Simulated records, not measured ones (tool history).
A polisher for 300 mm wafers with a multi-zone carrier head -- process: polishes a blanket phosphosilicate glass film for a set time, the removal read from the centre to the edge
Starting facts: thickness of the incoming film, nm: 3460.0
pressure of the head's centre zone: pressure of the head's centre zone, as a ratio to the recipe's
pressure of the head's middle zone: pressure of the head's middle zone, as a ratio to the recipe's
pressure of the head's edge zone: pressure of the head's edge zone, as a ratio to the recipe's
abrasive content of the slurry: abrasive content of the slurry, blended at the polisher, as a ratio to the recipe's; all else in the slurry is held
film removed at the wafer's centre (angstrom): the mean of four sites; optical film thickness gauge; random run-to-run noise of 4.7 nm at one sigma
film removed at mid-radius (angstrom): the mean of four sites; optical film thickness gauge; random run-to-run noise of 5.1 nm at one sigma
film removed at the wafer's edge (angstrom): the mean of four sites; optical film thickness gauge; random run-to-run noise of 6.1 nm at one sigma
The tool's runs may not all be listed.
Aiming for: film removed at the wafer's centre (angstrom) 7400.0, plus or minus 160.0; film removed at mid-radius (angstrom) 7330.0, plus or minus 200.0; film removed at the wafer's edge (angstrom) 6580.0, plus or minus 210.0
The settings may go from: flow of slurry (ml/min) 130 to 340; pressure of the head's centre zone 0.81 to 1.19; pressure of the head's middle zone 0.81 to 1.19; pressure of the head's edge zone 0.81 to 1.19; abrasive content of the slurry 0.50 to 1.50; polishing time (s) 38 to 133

run,day,flow of slurry (ml/min),pressure of the head's centre zone,pressure of the head's middle zone,pressure of the head's edge zone,abrasive content of the slurry,polishing time (s),film removed at the wafer's centre (angstrom),film removed at mid-radius (angstrom),film removed at the wafer's edge (angstrom)
1,0.000,220,1.00,1.00,1.00,1.00,85,5887.0,6031.5,5979.8
2,0.054,235,1.03,1.03,1.01,1.00,85,6127.0,6144.1,5993.8
3,0.083,235,1.03,1.03,1.06,1.00,85,6110.8,6209.5,6302.2
4,0.354,235,1.03,1.03,1.06,1.00,100,7192.8,7359.6,7360.9
5,0.592,235,1.04,1.04,1.03,1.00,100,7227.1,7271.5,7214.7
6,0.804,235,1.10,1.04,1.03,1.00,100,7673.5,7208.0,7294.3
7,1.162,230,1.10,1.05,1.00,1.00,100,7535.6,7307.5,7064.5
8,1.325,225,1.10,1.05,0.98,1.00,100,7689.1,7303.0,7073.3
9,1.358,220,1.09,1.05,0.96,1.00,100,7569.9,7312.3,6994.2
10,1.604,220,1.09,1.05,0.94,1.00,100,7478.9,7341.2,6748.6

4 next moves are on the table. One of them brings every result within its allowed miss. Which?
A,1.850,275,1.04,1.01,0.88,1.20,96,?,?,?
B,1.850,170,1.11,1.19,0.91,1.05,95,?,?,?
C,1.850,195,1.05,1.02,0.81,1.25,94,?,?,?
D,1.850,265,1.08,1.04,1.08,1.20,89,?,?,?

move,film removed at the wafer's centre (angstrom),film removed at mid-radius (angstrom),film removed at the wafer's edge (angstrom)
A,7776.1,7599.1,7063.2
B,7160.1,7330.3,6337.5
C,7419.5,7265.0,6544.3
D,7454.6,7141.0,7195.1
A: its largest miss is bigger than the last run's
B: moves the result that the last run missed by most past its target, out the other side
C: meets every target
D: its largest miss is bigger than the last run's
Answer: C
